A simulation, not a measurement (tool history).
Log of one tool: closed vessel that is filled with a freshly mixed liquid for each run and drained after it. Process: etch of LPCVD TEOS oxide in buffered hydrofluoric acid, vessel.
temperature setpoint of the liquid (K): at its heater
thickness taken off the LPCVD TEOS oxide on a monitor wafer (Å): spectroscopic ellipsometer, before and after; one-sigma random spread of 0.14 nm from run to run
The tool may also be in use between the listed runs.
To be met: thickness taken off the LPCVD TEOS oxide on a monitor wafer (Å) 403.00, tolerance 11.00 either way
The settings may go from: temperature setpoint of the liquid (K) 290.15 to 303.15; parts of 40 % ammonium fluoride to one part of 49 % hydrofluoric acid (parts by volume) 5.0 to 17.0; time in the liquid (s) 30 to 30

run,hour,temperature setpoint of the liquid (K),parts of 40 % ammonium fluoride to one part of 49 % hydrofluoric acid (parts by volume),time in the liquid (s),thickness taken off the LPCVD TEOS oxide on a monitor wafer (Å)
1,0.0,295.15,10.5,30,515.13
2,4.4,295.15,12.5,30,433.56
3,6.9,294.65,12.5,30,421.73
4,14.9,294.65,14.5,30,363.53
5,19.2,295.15,14.5,30,373.21
6,26.8,292.15,14.5,30,317.46
7,36.0,293.15,14.5,30,335.81
8,42.4,293.65,14.5,30,342.94
9,45.8,294.15,14.5,30,354.59
10,54.3,294.65,14.5,30,363.53
11,56.5,295.15,14.5,30,373.63
12,58.7,295.65,14.5,30,384.67

Pick the move, out of 4, that brings all results within their allowed miss; only one does.
A,60.9,296.65,14.5,30,?
B,60.9,299.65,16.0,30,?
C,60.9,296.65,13.5,30,?
D,60.9,297.65,14.5,30,?

move,thickness taken off the LPCVD TEOS oxide on a monitor wafer (Å)
A,405.32
B,433.02
C,434.76
D,428.07
A: hits every target within its allowed miss
B: pushes the last run's worst result past its target
C: pushes the last run's worst result past its target
D: pushes the last run's worst result past its target
A is the move that brings every result within its allowed miss.

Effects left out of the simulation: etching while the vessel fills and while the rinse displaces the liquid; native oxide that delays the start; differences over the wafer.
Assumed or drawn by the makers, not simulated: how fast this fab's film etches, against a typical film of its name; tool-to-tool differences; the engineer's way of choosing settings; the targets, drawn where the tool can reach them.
